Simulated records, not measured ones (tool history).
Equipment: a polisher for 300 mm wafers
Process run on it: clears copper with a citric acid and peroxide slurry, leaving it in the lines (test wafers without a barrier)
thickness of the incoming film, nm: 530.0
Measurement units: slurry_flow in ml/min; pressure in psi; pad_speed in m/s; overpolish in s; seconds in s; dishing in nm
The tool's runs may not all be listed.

| run | hour | slurry_flow | pressure | pad_speed | slurry_solids | overpolish | seconds | dishing |
|---|---|---|---|---|---|---|---|---|
| 1 | 0 | 145 | 3.9 | 1.36 | 1 | 12 | 139.05 | 30.362 |
| 2 | 1.8 | 150 | 3.6 | 1.36 | 1 | 11 | 150.3 | 26.597 |
| 3 | 7 | 150 | 3.4 | 1.36 | 1 | 10 | 159.37 | 22.276 |
| 4 | 12.7 | 150 | 3.2 | 1.36 | 1 | 9 | 166.82 | 19.724 |
| 5 | 20 | 150 | 3.2 | 1.36 | 1 | 7 | 168.72 | 15.908 |
| 6 | 23.2 | 150 | 3.2 | 1.36 | 0.85 | 7 | 175.59 | 15.688 |

What will run 7 give?
| 7 | 30.1 | 145 | 3.1 | 1.36 | 0.85 | 7 | ? | ? |

{"run 7": {"seconds": 182.43, "dishing": 14.557}}

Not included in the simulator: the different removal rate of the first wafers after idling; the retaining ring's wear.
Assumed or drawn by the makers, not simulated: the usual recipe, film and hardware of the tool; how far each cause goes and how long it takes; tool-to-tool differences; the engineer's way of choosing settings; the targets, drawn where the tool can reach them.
